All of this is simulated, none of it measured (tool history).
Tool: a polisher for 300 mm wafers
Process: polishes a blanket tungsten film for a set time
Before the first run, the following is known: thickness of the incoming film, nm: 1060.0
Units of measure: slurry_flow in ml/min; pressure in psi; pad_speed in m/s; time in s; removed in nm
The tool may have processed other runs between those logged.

run  hour  slurry_flow  pressure  pad_speed  slurry_solids  time  removed
  1     0          125       4.2       1.14              1    42   221.24
  2   4.5          100       4.2       1.14              1    42   211.46
  3   9.2          100       3.3       1.14              1    42   171.77
  4  14.9           80       3.3       1.14              1    42   165.51
  5  20.1           80       3.3       0.98              1    42   143.58
  6  25.6           80       3.3       0.84              1    42   126.94
  7  27.5           85       3.3       0.84              1    42   127.62

Run 8 comes next. What will it give?
  8  35.9           90       3.3       0.84              1    42        ?

removed: 129.65 nm
